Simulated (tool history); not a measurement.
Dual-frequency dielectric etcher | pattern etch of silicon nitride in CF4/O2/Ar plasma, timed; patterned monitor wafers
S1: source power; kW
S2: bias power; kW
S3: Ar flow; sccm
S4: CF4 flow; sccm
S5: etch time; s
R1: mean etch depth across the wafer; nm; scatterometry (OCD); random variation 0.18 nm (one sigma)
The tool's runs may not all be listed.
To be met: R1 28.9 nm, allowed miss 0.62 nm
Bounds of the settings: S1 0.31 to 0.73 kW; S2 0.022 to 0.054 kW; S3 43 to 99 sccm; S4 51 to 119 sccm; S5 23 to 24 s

Run 1, hour 0: S1 0.52 kW, S2 0.038 kW, S3 71 sccm, S4 85 sccm, S5 23 s. Result: R1 38.954 nm.
Run 2, hour 4.9: S1 0.52 kW, S2 0.033 kW, S3 71 sccm, S4 85 sccm, S5 23 s. Result: R1 36.796 nm.
Run 3, hour 10.5: S1 0.5 kW, S2 0.033 kW, S3 71 sccm, S4 85 sccm, S5 23 s. Result: R1 35.412 nm.
Run 4, hour 18.3: S1 0.5 kW, S2 0.033 kW, S3 62 sccm, S4 85 sccm, S5 23 s. Result: R1 35.545 nm.
Run 5, hour 23.4: S1 0.5 kW, S2 0.033 kW, S3 52 sccm, S4 85 sccm, S5 23 s. Result: R1 36.423 nm.
Run 6, hour 26.3: S1 0.5 kW, S2 0.033 kW, S3 52 sccm, S4 70 sccm, S5 23 s. Result: R1 35.976 nm.
Run 7, hour 29.2: S1 0.48 kW, S2 0.033 kW, S3 52 sccm, S4 70 sccm, S5 23 s. Result: R1 34.644 nm.
Run 8, hour 35.9: S1 0.47 kW, S2 0.033 kW, S3 52 sccm, S4 70 sccm, S5 23 s. Result: R1 33.795 nm.
Run 9, hour 40.9: S1 0.46 kW, S2 0.033 kW, S3 52 sccm, S4 70 sccm, S5 23 s. Result: R1 33.021 nm.
Run 10, hour 48.8: S1 0.45 kW, S2 0.033 kW, S3 52 sccm, S4 70 sccm, S5 23 s. Result: R1 32.125 nm.
Run 11, hour 50.7: S1 0.44 kW, S2 0.033 kW, S3 52 sccm, S4 70 sccm, S5 23 s. Result: R1 31.512 nm.
Run 12, hour 59: S1 0.43 kW, S2 0.033 kW, S3 52 sccm, S4 70 sccm, S5 23 s. Result: R1 30.435 nm.
Run 13, hour 63.5: S1 0.4 kW, S2 0.033 kW, S3 52 sccm, S4 70 sccm, S5 23 s. Result: R1 28.211 nm.

5 next moves are on the table. One of them brings every result within its allowed miss. Which?
Run A, hour 68: S1 0.39 kW, S2 0.034 kW, S3 54 sccm, S4 71 sccm, S5 23 s. Result: R1 ?.
Run B, hour 68: S1 0.37 kW, S2 0.04 kW, S3 53 sccm, S4 63 sccm, S5 23 s. Result: R1 ?.
Run C, hour 68: S1 0.38 kW, S2 0.031 kW, S3 43 sccm, S4 71 sccm, S5 24 s. Result: R1 ?.
Run D, hour 68: S1 0.41 kW, S2 0.031 kW, S3 55 sccm, S4 62 sccm, S5 23.5 s. Result: R1 ?.
Run E, hour 68: S1 0.38 kW, S2 0.032 kW, S3 62 sccm, S4 66 sccm, S5 24 s. Result: R1 ?.

move      R1
   A  27.667
   B   27.22
   C  27.746
   D  28.814
   E  27.052
A: further off than the last run
B: further off than the last run
C: further off than the last run
D: meets every target
E: further off than the last run
Move D is the one to make.

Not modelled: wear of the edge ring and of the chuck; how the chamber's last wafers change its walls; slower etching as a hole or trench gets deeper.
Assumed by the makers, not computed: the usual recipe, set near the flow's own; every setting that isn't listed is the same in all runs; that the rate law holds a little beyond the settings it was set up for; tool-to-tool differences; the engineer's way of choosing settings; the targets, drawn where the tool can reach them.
